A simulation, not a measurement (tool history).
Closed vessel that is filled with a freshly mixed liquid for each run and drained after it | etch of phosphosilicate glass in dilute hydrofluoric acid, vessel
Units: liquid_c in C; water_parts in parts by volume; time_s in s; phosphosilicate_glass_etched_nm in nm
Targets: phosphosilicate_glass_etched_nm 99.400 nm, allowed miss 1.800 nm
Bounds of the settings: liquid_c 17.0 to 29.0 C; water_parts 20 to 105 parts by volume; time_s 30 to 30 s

run,day,liquid_c,water_parts,time_s,phosphosilicate_glass_etched_nm
1,0.000,21.0,55,30,51.210
2,0.062,23.0,50,30,61.492
3,0.338,21.0,50,30,56.713
4,0.621,18.5,50,30,50.663
5,0.879,21.5,50,30,57.539
6,1.025,23.0,50,30,60.940
7,1.083,24.5,45,30,72.968
8,1.150,28.5,40,30,97.316

Which of these 4 next moves meets every target?
A,1.217,28.0,40,30,?
B,1.217,29.0,40,30,?
C,1.217,24.5,35,30,?
D,1.217,27.5,40,30,?

move,phosphosilicate_glass_etched_nm
A,95.722
B,99.637
C,95.493
D,93.812
A: further off than the last run
B: meets every target
C: further off than the last run
D: further off than the last run
The right move is B.
